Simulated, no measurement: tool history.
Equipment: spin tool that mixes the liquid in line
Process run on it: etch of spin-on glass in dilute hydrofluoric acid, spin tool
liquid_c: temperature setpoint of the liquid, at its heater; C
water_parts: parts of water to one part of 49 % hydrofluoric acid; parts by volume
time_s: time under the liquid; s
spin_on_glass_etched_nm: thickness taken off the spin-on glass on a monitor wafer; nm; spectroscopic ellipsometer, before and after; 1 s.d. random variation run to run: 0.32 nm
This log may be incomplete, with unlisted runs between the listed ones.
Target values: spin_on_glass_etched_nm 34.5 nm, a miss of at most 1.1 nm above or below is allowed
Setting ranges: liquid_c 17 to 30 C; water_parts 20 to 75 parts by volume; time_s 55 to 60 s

run  hour  liquid_c  water_parts  time_s  spin_on_glass_etched_nm
  1     0        22           45      55                   68.055
  2   4.3        22           45      60                     74.2
  3  10.2      24.5           45      60                   82.206
  4  17.4      22.5           55      60                   61.842
  5  18.7      22.5           45      60                   75.204
  6  25.6      20.5           45      60                   70.774
  7  29.3      19.5           55      60                   54.523
  8  35.7        19           60      60                   48.427

Next run, 5 choices. One meets every target within its allowed miss, the rest don't. Which?
  A  42.1        21           75      60                        ?
  B  42.1        17           65      55                        ?
  C  42.1        17           75      55                        ?
  D  42.1        17           70      55                        ?
  E  42.1      18.5           70      55                        ?

move  spin_on_glass_etched_nm
   A                   41.354
   B                   37.364
   C                   32.032
   D                   34.506
   E                   36.788
A: nearer the targets than the last run, but a result is still out of spec
B: nearer the targets than the last run, but a result is still out of spec
C: takes the biggest miss from the last run beyond its target
D: hits every target within its allowed miss
E: nearer the targets than the last run, but a result is still out of spec
So the answer is move D, the one that meets all the targets.
